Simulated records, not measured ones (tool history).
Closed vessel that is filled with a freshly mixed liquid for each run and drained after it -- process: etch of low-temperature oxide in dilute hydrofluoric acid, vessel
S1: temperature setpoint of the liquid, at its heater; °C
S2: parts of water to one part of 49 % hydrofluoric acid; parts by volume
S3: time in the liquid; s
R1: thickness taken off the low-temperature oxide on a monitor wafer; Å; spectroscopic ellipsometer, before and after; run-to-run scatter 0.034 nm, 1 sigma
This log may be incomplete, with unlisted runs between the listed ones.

run,hour,S1,S2,S3,R1
1,0.0,23.0,85,30,54.969
2,2.5,22.5,85,30,53.621
3,10.3,22.5,85,30,54.282
4,18.4,22.0,85,30,53.123
5,21.9,22.0,95,30,46.858
6,25.2,21.5,95,30,45.543
7,33.9,21.0,95,30,45.386

Run 8 has not been measured yet. What should we expect?
8,41.0,20.5,95,30,?

Logged for run 8: R1 44.139 Å.
